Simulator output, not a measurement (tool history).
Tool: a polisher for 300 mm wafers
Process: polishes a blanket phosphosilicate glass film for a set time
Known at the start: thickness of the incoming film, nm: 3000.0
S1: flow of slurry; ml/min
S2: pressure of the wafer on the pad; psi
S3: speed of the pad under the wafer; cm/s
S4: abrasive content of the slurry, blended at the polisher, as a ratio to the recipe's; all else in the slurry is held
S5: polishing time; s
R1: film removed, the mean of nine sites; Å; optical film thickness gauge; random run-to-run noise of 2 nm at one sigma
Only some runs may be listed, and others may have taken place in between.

run 1 hour=0 | S1=130 S2=2.6 S3=88 S4=1 S5=45 | R1=2777.2
run 2 hour=5.6 | S1=130 S2=2.9 S3=88 S4=1 S5=45 | R1=3056.5
run 3 hour=11.3 | S1=130 S2=2.9 S3=88 S4=1 S5=45 | R1=3078.6
run 4 hour=13.6 | S1=125 S2=2.8 S3=88 S4=1 S5=45 | R1=2951.3
run 5 hour=19.8 | S1=100 S2=2.8 S3=88 S4=1 S5=45 | R1=2845.7
run 6 hour=23.2 | S1=100 S2=2.7 S3=88 S4=1 S5=45 | R1=2735.9
run 7 hour=29.8 | S1=100 S2=2.7 S3=88 S4=1 S5=45 | R1=2730.1
run 8 hour=30.8 | S1=100 S2=2.6 S3=88 S4=1 S5=45 | R1=2608.3
run 9 hour=32.6 | S1=100 S2=2.6 S3=88 S4=1 S5=45 | R1=2648.5
run 10 hour=38.7 | S1=95 S2=2.5 S3=88 S4=1 S5=45 | R1=2496.1

Run 11 comes next. What will it give?
run 11 hour=41.9 | S1=90 S2=2.5 S3=88 S4=1 S5=45 | R1=?

{"run 11": {"R1": 2484.6}}
